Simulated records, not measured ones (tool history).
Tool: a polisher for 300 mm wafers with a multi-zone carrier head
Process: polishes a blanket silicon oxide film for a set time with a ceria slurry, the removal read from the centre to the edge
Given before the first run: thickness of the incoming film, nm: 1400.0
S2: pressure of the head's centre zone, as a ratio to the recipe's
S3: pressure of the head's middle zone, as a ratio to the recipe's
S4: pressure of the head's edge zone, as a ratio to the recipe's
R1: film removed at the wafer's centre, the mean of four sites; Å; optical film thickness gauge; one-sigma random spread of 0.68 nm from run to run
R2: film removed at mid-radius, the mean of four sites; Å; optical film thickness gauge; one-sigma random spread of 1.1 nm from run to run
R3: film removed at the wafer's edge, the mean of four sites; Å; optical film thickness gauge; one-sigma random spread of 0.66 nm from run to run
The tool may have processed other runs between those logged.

run 1 hour=0 | flow_of_slurry_(ml/min)=185 S2=1 S3=1 S4=1 polishing_time_(s)=31 | R1=1205.4 R2=1255.6 R3=1287.1
run 2 hour=6.5 | flow_of_slurry_(ml/min)=215 S2=1 S3=1 S4=1 polishing_time_(s)=31 | R1=1239.8 R2=1269 R3=1299.5
run 3 hour=7.7 | flow_of_slurry_(ml/min)=240 S2=1 S3=1 S4=1 polishing_time_(s)=31 | R1=1271.8 R2=1316.9 R3=1343.4
run 4 hour=11.5 | flow_of_slurry_(ml/min)=240 S2=0.97 S3=1 S4=1 polishing_time_(s)=31 | R1=1242.5 R2=1323.7 R3=1332.4
run 5 hour=19 | flow_of_slurry_(ml/min)=215 S2=0.94 S3=0.95 S4=0.97 polishing_time_(s)=30 | R1=1127.8 R2=1162.9 R3=1256.6
run 6 hour=21.3 | flow_of_slurry_(ml/min)=200 S2=0.92 S3=0.94 S4=0.93 polishing_time_(s)=29 | R1=1053.4 R2=1098.2 R3=1179.9
run 7 hour=28.5 | flow_of_slurry_(ml/min)=185 S2=0.91 S3=0.92 S4=0.9 polishing_time_(s)=28 | R1=987.89 R2=1054.5 R3=1107.7

Run 8 has not been measured yet. What should we expect?
run 8 hour=30.5 | flow_of_slurry_(ml/min)=175 S2=0.9 S3=0.89 S4=0.88 polishing_time_(s)=28 | R1=? R2=? R3=?

R1: 945.11 Å
R2: 1019.6 Å
R3: 1066.8 Å
